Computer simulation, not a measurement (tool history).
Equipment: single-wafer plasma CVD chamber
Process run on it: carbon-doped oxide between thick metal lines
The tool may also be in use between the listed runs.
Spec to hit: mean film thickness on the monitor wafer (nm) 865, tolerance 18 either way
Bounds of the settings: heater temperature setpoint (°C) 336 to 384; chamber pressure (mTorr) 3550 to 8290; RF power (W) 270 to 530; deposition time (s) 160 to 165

run,day,heater temperature setpoint (°C),chamber pressure (mTorr),RF power (W),deposition time (s),mean film thickness on the monitor wafer (nm)
1,0,360,5920,400,160,748.8
2,0.292,364,5920,400,160,744.66
3,0.588,371,5920,400,160,727.27
4,0.7,371,5480,400,160,722.16
5,0.729,371,5480,400,165,748.04
6,0.938,367,6010,415,165,779.01
7,1.05,363,6220,430,165,807.56
8,1.229,360,6390,440,165,828.82
9,1.342,360,6390,440,165,834.25
10,1.438,359,6490,445,165,844.18

Consider the 4 candidate settings below. Which is the only one whose results all fall within their allowed miss of target?
A,1.533,364,7310,445,160,?
B,1.533,359,6760,425,164,?
C,1.533,362,6270,440,161,?
D,1.533,362,6110,470,165,?

move,mean film thickness on the monitor wafer (nm)
A,812.48
B,812.68
C,804.82
D,858.19
A: the biggest miss grows against the last run
B: the biggest miss grows against the last run
C: the biggest miss grows against the last run
D: meets every target
The right move is D.
